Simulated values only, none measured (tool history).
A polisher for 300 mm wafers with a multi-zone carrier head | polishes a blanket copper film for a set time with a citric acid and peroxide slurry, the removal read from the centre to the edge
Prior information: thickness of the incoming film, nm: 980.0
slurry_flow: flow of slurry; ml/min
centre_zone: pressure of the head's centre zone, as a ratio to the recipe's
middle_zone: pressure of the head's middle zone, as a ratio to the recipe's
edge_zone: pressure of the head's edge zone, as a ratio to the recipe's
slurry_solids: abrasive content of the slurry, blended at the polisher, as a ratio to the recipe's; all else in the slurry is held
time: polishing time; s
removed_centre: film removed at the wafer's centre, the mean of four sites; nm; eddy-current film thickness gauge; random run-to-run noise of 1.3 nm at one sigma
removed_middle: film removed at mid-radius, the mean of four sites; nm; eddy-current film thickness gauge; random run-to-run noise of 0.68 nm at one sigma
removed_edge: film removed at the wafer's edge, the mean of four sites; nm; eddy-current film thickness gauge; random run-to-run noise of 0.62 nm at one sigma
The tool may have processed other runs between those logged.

run 1 day=0.000 | slurry_flow=175 centre_zone=1.00 middle_zone=1.00 edge_zone=1.00 slurry_solids=1.00 time=48 | removed_centre=101.650 removed_middle=102.960 removed_edge=99.970
run 2 day=0.242 | slurry_flow=170 centre_zone=1.00 middle_zone=0.97 edge_zone=0.98 slurry_solids=0.95 time=48 | removed_centre=103.570 removed_middle=99.516 removed_edge=98.129
run 3 day=0.521 | slurry_flow=170 centre_zone=1.00 middle_zone=0.97 edge_zone=1.01 slurry_solids=0.95 time=48 | removed_centre=98.050 removed_middle=99.040 removed_edge=99.136
run 4 day=0.721 | slurry_flow=165 centre_zone=1.00 middle_zone=0.94 edge_zone=1.00 slurry_solids=0.90 time=48 | removed_centre=97.145 removed_middle=94.852 removed_edge=99.350
run 5 day=0.988 | slurry_flow=160 centre_zone=1.00 middle_zone=0.93 edge_zone=0.98 slurry_solids=0.85 time=48 | removed_centre=97.787 removed_middle=93.271 removed_edge=95.780
run 6 day=1.067 | slurry_flow=160 centre_zone=0.92 middle_zone=0.93 edge_zone=0.98 slurry_solids=0.85 time=48 | removed_centre=88.047 removed_middle=91.665 removed_edge=94.928
run 7 day=1.383 | slurry_flow=155 centre_zone=0.92 middle_zone=0.91 edge_zone=0.96 slurry_solids=0.80 time=48 | removed_centre=88.360 removed_middle=88.499 removed_edge=93.868
run 8 day=1.450 | slurry_flow=150 centre_zone=0.92 middle_zone=0.90 edge_zone=0.94 slurry_solids=0.75 time=48 | removed_centre=86.917 removed_middle=87.498 removed_edge=91.078

Expected results for the next run?
run 9 day=1.688 | slurry_flow=145 centre_zone=0.93 middle_zone=0.88 edge_zone=0.93 slurry_solids=0.75 time=48 | removed_centre=? removed_middle=? removed_edge=?

{"run 9": {"removed_centre": 85.839, "removed_middle": 85.438, "removed_edge": 90.736}}

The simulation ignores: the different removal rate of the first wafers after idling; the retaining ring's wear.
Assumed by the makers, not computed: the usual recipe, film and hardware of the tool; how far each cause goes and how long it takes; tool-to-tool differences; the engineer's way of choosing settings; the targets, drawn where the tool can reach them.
